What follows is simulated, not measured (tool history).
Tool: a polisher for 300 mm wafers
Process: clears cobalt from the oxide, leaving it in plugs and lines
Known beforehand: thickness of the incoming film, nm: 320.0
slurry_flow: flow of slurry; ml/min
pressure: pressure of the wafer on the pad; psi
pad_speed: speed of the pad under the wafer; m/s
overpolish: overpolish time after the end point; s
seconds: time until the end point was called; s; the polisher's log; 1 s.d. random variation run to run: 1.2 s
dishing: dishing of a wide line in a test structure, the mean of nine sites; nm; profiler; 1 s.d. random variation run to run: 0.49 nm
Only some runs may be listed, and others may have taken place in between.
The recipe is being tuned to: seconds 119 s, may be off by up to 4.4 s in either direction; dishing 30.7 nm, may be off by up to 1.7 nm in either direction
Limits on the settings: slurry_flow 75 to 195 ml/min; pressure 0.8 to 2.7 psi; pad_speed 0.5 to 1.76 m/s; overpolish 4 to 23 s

run 1 hour=0 | slurry_flow=125 pressure=1.7 pad_speed=1.12 overpolish=12 | seconds=61.81 dishing=33.113
run 2 hour=8.2 | slurry_flow=125 pressure=1.7 pad_speed=0.96 overpolish=12 | seconds=67.521 dishing=33.03
run 3 hour=10.9 | slurry_flow=120 pressure=1.5 pad_speed=0.94 overpolish=13 | seconds=78.18 dishing=32.297
run 4 hour=15.2 | slurry_flow=120 pressure=1.1 pad_speed=0.94 overpolish=13 | seconds=104.2 dishing=27.506
run 5 hour=18.5 | slurry_flow=120 pressure=1.1 pad_speed=0.94 overpolish=10 | seconds=105.47 dishing=22.496
run 6 hour=23.7 | slurry_flow=115 pressure=1.1 pad_speed=0.92 overpolish=11 | seconds=106.38 dishing=24.007
run 7 hour=24.6 | slurry_flow=100 pressure=0.9 pad_speed=0.9 overpolish=17 | seconds=136.07 dishing=27.376
run 8 hour=29 | slurry_flow=110 pressure=0.9 pad_speed=0.9 overpolish=17 | seconds=133.39 dishing=28.592
run 9 hour=32.2 | slurry_flow=145 pressure=1 pad_speed=0.9 overpolish=16 | seconds=110.5 dishing=30.177
run 10 hour=37.7 | slurry_flow=140 pressure=1 pad_speed=0.9 overpolish=16 | seconds=113.8 dishing=29.91

Which of these 5 next moves meets every target?
run A hour=43.2 | slurry_flow=150 pressure=1.1 pad_speed=0.92 overpolish=18 | seconds=? dishing=?
run B hour=43.2 | slurry_flow=145 pressure=1 pad_speed=0.94 overpolish=16 | seconds=? dishing=?
run C hour=43.2 | slurry_flow=145 pressure=0.9 pad_speed=1.02 overpolish=14 | seconds=? dishing=?
run D hour=43.2 | slurry_flow=115 pressure=1 pad_speed=0.88 overpolish=18 | seconds=? dishing=?
run E hour=43.2 | slurry_flow=170 pressure=1.1 pad_speed=0.78 overpolish=18 | seconds=? dishing=?

move=A seconds=100.09 dishing=33.788
move=B seconds=108.99 dishing=30.417
move=C seconds=114.98 dishing=27.246
move=D seconds=118.88 dishing=30.959
move=E seconds=106.93 dishing=32.737
A: misses by more than the last run did
B: misses by more than the last run did
C: brings the result that was furthest off to its target, and leaves another outside
D: meets every target
E: misses by more than the last run did
D is the move that brings every result within its allowed miss.
